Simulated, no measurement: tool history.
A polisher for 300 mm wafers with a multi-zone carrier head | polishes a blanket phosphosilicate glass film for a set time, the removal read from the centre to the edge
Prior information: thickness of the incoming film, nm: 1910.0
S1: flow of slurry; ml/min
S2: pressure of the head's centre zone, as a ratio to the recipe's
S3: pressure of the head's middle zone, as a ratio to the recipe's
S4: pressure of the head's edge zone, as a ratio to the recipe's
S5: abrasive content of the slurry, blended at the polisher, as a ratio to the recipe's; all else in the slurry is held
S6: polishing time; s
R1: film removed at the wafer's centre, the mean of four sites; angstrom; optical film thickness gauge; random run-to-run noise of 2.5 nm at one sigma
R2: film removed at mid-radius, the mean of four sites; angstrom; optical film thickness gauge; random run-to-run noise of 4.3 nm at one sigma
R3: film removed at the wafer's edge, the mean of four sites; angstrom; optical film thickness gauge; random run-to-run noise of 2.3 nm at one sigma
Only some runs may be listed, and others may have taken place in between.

{"run": 1, "day": 0.0, "S1": 195, "S2": 1, "S3": 1, "S4": 1, "S5": 1, "S6": 40, "R1": 2156.2, "R2": 2060.3, "R3": 2102.9}
{"run": 2, "day": 0.225, "S1": 200, "S2": 1.01, "S3": 1.02, "S4": 1.02, "S5": 1.05, "S6": 40, "R1": 2205.9, "R2": 2096.7, "R3": 2187.8}
{"run": 3, "day": 0.592, "S1": 200, "S2": 1.01, "S3": 1.02, "S4": 1.02, "S5": 1.25, "S6": 40, "R1": 2310.9, "R2": 2189, "R3": 2259.4}
{"run": 4, "day": 0.662, "S1": 200, "S2": 1.08, "S3": 1.02, "S4": 1.02, "S5": 1.25, "S6": 40, "R1": 2445.7, "R2": 2216.5, "R3": 2256.4}
{"run": 5, "day": 1.033, "S1": 200, "S2": 1.08, "S3": 1.02, "S4": 1.07, "S5": 1.25, "S6": 40, "R1": 2449.6, "R2": 2206.9, "R3": 2299.5}
{"run": 6, "day": 1.129, "S1": 205, "S2": 1.08, "S3": 1.04, "S4": 1.08, "S5": 1.3, "S6": 41, "R1": 2560.5, "R2": 2253.9, "R3": 2429.7}
{"run": 7, "day": 1.271, "S1": 205, "S2": 1.07, "S3": 1.06, "S4": 1.06, "S5": 1.35, "S6": 42, "R1": 2628.4, "R2": 2422.7, "R3": 2509.3}
{"run": 8, "day": 1.492, "S1": 210, "S2": 1.07, "S3": 1.08, "S4": 1.06, "S5": 1.35, "S6": 42, "R1": 2661.9, "R2": 2581.6, "R3": 2457.3}
{"run": 9, "day": 1.675, "S1": 215, "S2": 1.07, "S3": 1.09, "S4": 1.07, "S5": 1.35, "S6": 42, "R1": 2668.3, "R2": 2512.3, "R3": 2511.5}
{"run": 10, "day": 1.971, "S1": 220, "S2": 1.07, "S3": 1.1, "S4": 1.08, "S5": 1.35, "S6": 42, "R1": 2646.9, "R2": 2596.5, "R3": 2523}
{"run": 11, "day": 2.208, "S1": 225, "S2": 1.08, "S3": 1.11, "S4": 1.09, "S5": 1.35, "S6": 42, "R1": 2657.4, "R2": 2580.9, "R3": 2561.6}

Expected results for the next run?
{"run": 12, "day": 2.267, "S1": 265, "S2": 1.13, "S3": 1.19, "S4": 1.1, "S5": 1.5, "S6": 43, "R1": "?", "R2": "?", "R3": "?"}

R1: 3028.3 angstrom
R2: 3019.5 angstrom
R3: 2699.2 angstrom

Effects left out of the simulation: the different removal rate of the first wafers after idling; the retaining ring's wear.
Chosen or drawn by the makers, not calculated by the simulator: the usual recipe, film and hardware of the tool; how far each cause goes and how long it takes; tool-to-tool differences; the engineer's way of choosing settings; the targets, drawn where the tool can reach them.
